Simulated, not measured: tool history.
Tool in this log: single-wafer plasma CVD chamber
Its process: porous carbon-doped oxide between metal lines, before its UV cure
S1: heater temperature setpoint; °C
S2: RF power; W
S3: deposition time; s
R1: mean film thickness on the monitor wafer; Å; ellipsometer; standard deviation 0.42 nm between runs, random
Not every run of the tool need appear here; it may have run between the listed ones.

{"run": 1, "hour": 0.0, "S1": 290, "S2": 505, "S3": 17.1, "R1": 995.94}
{"run": 2, "hour": 5.4, "S1": 290, "S2": 505, "S3": 17.1, "R1": 1013.8}
{"run": 3, "hour": 11.4, "S1": 295, "S2": 480, "S3": 17.0, "R1": 920.15}
{"run": 4, "hour": 19.4, "S1": 299, "S2": 475, "S3": 17.0, "R1": 895.13}
{"run": 5, "hour": 25.8, "S1": 302, "S2": 470, "S3": 17.0, "R1": 873.0}
{"run": 6, "hour": 29.2, "S1": 302, "S2": 500, "S3": 17.0, "R1": 906.67}
{"run": 7, "hour": 31.4, "S1": 312, "S2": 455, "S3": 16.8, "R1": 790.9}

Predict the results of run 8:
{"run": 8, "hour": 36.3, "S1": 311, "S2": 455, "S3": 16.8, "R1": "?"}

{"run 8": {"R1": 790.75}}

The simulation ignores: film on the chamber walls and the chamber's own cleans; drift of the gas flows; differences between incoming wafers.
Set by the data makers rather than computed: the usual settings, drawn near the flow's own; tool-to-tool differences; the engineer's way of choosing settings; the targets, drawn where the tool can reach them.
